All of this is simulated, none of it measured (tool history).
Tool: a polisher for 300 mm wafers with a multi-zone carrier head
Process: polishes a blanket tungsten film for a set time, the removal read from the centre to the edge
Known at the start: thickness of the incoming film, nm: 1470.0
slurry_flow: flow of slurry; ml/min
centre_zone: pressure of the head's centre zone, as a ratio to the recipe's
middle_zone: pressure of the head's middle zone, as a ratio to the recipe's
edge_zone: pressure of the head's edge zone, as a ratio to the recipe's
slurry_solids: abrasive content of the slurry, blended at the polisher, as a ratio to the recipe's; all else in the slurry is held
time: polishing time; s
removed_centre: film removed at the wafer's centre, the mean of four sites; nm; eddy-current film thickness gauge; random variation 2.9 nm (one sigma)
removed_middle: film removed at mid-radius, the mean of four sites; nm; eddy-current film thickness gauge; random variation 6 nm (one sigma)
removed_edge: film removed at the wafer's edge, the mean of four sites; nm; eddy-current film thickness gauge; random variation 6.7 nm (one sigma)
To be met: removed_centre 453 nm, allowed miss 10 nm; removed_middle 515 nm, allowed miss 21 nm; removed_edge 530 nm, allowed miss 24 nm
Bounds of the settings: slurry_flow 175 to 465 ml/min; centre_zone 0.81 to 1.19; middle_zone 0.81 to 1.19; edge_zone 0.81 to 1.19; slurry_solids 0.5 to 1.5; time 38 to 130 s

{"run": 1, "day": 0.0, "slurry_flow": 295, "centre_zone": 1, "middle_zone": 1, "edge_zone": 1, "slurry_solids": 1, "time": 84, "removed_centre": 361.04, "removed_middle": 366.87, "removed_edge": 353.23}
{"run": 2, "day": 0.146, "slurry_flow": 295, "centre_zone": 1, "middle_zone": 1, "edge_zone": 1, "slurry_solids": 1, "time": 99, "removed_centre": 423.35, "removed_middle": 425.1, "removed_edge": 416.64}
{"run": 3, "day": 0.488, "slurry_flow": 295, "centre_zone": 1, "middle_zone": 1, "edge_zone": 1, "slurry_solids": 1.15, "time": 99, "removed_centre": 436.9, "removed_middle": 445.22, "removed_edge": 435.78}
{"run": 4, "day": 0.712, "slurry_flow": 305, "centre_zone": 0.99, "middle_zone": 1.01, "edge_zone": 1.04, "slurry_solids": 1.25, "time": 99, "removed_centre": 444.65, "removed_middle": 462.99, "removed_edge": 450.31}
{"run": 5, "day": 0.767, "slurry_flow": 305, "centre_zone": 0.99, "middle_zone": 1.01, "edge_zone": 1.04, "slurry_solids": 1.25, "time": 84, "removed_centre": 377.01, "removed_middle": 389.53, "removed_edge": 392.1}
{"run": 6, "day": 1.138, "slurry_flow": 305, "centre_zone": 0.99, "middle_zone": 1.01, "edge_zone": 1.04, "slurry_solids": 1.05, "time": 84, "removed_centre": 360.29, "removed_middle": 367.61, "removed_edge": 367.69}
{"run": 7, "day": 1.346, "slurry_flow": 300, "centre_zone": 0.98, "middle_zone": 1.03, "edge_zone": 1.07, "slurry_solids": 1.15, "time": 88, "removed_centre": 379.78, "removed_middle": 398.89, "removed_edge": 403.78}
{"run": 8, "day": 1.617, "slurry_flow": 290, "centre_zone": 0.98, "middle_zone": 1.06, "edge_zone": 1.1, "slurry_solids": 1.25, "time": 91, "removed_centre": 398.22, "removed_middle": 437.62, "removed_edge": 425.6}
{"run": 9, "day": 1.846, "slurry_flow": 305, "centre_zone": 0.97, "middle_zone": 1.06, "edge_zone": 1.12, "slurry_solids": 1.3, "time": 93, "removed_centre": 414.69, "removed_middle": 447.8, "removed_edge": 455.74}
{"run": 10, "day": 2.104, "slurry_flow": 325, "centre_zone": 0.96, "middle_zone": 1.08, "edge_zone": 1.14, "slurry_solids": 1.35, "time": 93, "removed_centre": 416.29, "removed_middle": 461.5, "removed_edge": 464.84}
{"run": 11, "day": 2.304, "slurry_flow": 335, "centre_zone": 0.95, "middle_zone": 1.09, "edge_zone": 1.15, "slurry_solids": 1.4, "time": 94, "removed_centre": 425.62, "removed_middle": 479.33, "removed_edge": 474.14}
{"run": 12, "day": 2.362, "slurry_flow": 330, "centre_zone": 0.94, "middle_zone": 1.09, "edge_zone": 1.16, "slurry_solids": 1.45, "time": 96, "removed_centre": 430.12, "removed_middle": 487.37, "removed_edge": 491.79}
{"run": 13, "day": 2.483, "slurry_flow": 340, "centre_zone": 0.94, "middle_zone": 1.09, "edge_zone": 1.17, "slurry_solids": 1.45, "time": 97, "removed_centre": 432.31, "removed_middle": 488.49, "removed_edge": 513.78}
{"run": 14, "day": 2.592, "slurry_flow": 375, "centre_zone": 0.98, "middle_zone": 1.14, "edge_zone": 1.18, "slurry_solids": 1.5, "time": 97, "removed_centre": 463.13, "removed_middle": 514.09, "removed_edge": 503.9}
{"run": 15, "day": 2.825, "slurry_flow": 375, "centre_zone": 0.97, "middle_zone": 1.13, "edge_zone": 1.18, "slurry_solids": 1.5, "time": 98, "removed_centre": 459.19, "removed_middle": 531.07, "removed_edge": 505.09}

Which of these 4 next moves meets every target?
{"run": "A", "day": 3.058, "slurry_flow": 455, "centre_zone": 0.93, "middle_zone": 1.17, "edge_zone": 1.05, "slurry_solids": 1.4, "time": 100, "removed_centre": "?", "removed_middle": "?", "removed_edge": "?"}
{"run": "B", "day": 3.058, "slurry_flow": 330, "centre_zone": 0.93, "middle_zone": 1.08, "edge_zone": 1.19, "slurry_solids": 1.25, "time": 106, "removed_centre": "?", "removed_middle": "?", "removed_edge": "?"}
{"run": "C", "day": 3.058, "slurry_flow": 415, "centre_zone": 0.94, "middle_zone": 1.04, "edge_zone": 1.08, "slurry_solids": 1.5, "time": 102, "removed_centre": "?", "removed_middle": "?", "removed_edge": "?"}
{"run": "D", "day": 3.058, "slurry_flow": 420, "centre_zone": 0.94, "middle_zone": 1.04, "edge_zone": 1.19, "slurry_solids": 1.05, "time": 112, "removed_centre": "?", "removed_middle": "?", "removed_edge": "?"}

move=A removed_centre=454.7 removed_middle=538.75 removed_edge=484.42
move=B removed_centre=451.98 removed_middle=509.53 removed_edge=519.56
move=C removed_centre=472.83 removed_middle=513.32 removed_edge=507.82
move=D removed_centre=473.22 removed_middle=513.6 removed_edge=533.98
A: further off than the last run
B: meets every target
C: brings the result that was furthest off to its target, and leaves another outside
D: brings the result that was furthest off to its target, and leaves another outside
The right move is B.
